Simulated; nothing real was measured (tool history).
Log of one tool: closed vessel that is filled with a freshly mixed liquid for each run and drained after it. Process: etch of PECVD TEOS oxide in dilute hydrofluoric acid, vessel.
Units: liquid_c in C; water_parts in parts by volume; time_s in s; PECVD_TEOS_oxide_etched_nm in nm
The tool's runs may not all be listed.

Run 1, hour 0.0: liquid_c 24.0 C, water_parts 175 parts by volume, time_s 1485 s. Result: PECVD_TEOS_oxide_etched_nm 68.156 nm.
Run 2, hour 1.3: liquid_c 24.0 C, water_parts 175 parts by volume, time_s 1605 s. Result: PECVD_TEOS_oxide_etched_nm 74.268 nm.
Run 3, hour 4.7: liquid_c 24.0 C, water_parts 135 parts by volume, time_s 1605 s. Result: PECVD_TEOS_oxide_etched_nm 100.600 nm.
Run 4, hour 13.3: liquid_c 26.0 C, water_parts 130 parts by volume, time_s 1605 s. Result: PECVD_TEOS_oxide_etched_nm 113.920 nm.
Run 5, hour 20.5: liquid_c 26.0 C, water_parts 130 parts by volume, time_s 1605 s. Result: PECVD_TEOS_oxide_etched_nm 114.150 nm.
Run 6, hour 30.0: liquid_c 27.5 C, water_parts 125 parts by volume, time_s 1605 s. Result: PECVD_TEOS_oxide_etched_nm 125.600 nm.

Forecast run 7:
Run 7, hour 36.6: liquid_c 28.5 C, water_parts 120 parts by volume, time_s 1605 s. Result: PECVD_TEOS_oxide_etched_nm ?.

PECVD_TEOS_oxide_etched_nm: 137.200 nm
